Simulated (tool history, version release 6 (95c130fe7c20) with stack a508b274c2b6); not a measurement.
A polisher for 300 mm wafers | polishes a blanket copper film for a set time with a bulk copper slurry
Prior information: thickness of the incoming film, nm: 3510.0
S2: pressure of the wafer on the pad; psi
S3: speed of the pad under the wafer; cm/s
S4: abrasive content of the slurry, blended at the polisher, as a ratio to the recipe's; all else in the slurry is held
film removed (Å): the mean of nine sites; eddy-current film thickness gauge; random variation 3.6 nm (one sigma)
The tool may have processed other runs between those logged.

Run 1, day 0.000: flow of slurry (ml/min) 160, S2 2.8 psi, S3 104 cm/s, S4 1.0, polishing time (s) 42. Result: film removed (Å) 3298.2.
Run 2, day 0.212: flow of slurry (ml/min) 160, S2 2.7 psi, S3 104 cm/s, S4 1.0, polishing time (s) 42. Result: film removed (Å) 3169.3.
Run 3, day 0.471: flow of slurry (ml/min) 160, S2 2.7 psi, S3 104 cm/s, S4 0.9, polishing time (s) 42. Result: film removed (Å) 3158.8.
Run 4, day 0.629: flow of slurry (ml/min) 160, S2 2.7 psi, S3 104 cm/s, S4 1.0, polishing time (s) 42. Result: film removed (Å) 3129.7.
Run 5, day 0.833: flow of slurry (ml/min) 160, S2 2.6 psi, S3 104 cm/s, S4 1.0, polishing time (s) 42. Result: film removed (Å) 3053.8.
Run 6, day 1.192: flow of slurry (ml/min) 160, S2 2.5 psi, S3 104 cm/s, S4 1.0, polishing time (s) 42. Result: film removed (Å) 3006.3.
Run 7, day 1.329: flow of slurry (ml/min) 160, S2 2.0 psi, S3 102 cm/s, S4 1.0, polishing time (s) 42. Result: film removed (Å) 2388.9.

What will run 8 give?
Run 8, day 1.567: flow of slurry (ml/min) 160, S2 2.0 psi, S3 102 cm/s, S4 1.0, polishing time (s) 42. Result: film removed (Å) ?.

film removed (Å): 2442.8
